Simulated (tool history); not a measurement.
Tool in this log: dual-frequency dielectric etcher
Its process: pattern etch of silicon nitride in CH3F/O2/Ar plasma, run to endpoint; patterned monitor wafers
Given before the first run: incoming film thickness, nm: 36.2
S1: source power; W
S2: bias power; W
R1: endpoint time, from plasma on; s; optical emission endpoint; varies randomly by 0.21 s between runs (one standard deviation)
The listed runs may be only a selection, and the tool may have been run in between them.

run 1 hour=0 | S1=470 S2=73 | R1=48.703
run 2 hour=3.8 | S1=510 S2=76 | R1=45.676
run 3 hour=6.3 | S1=530 S2=77 | R1=44.757
run 4 hour=12.9 | S1=540 S2=78 | R1=44.015
run 5 hour=20.7 | S1=540 S2=66 | R1=46.945
run 6 hour=26.1 | S1=490 S2=66 | R1=49.045
run 7 hour=29.3 | S1=490 S2=66 | R1=49.221

Run 8 is up next; what results do you expect?
run 8 hour=37.8 | S1=530 S2=68 | R1=?

R1: 46.719 s
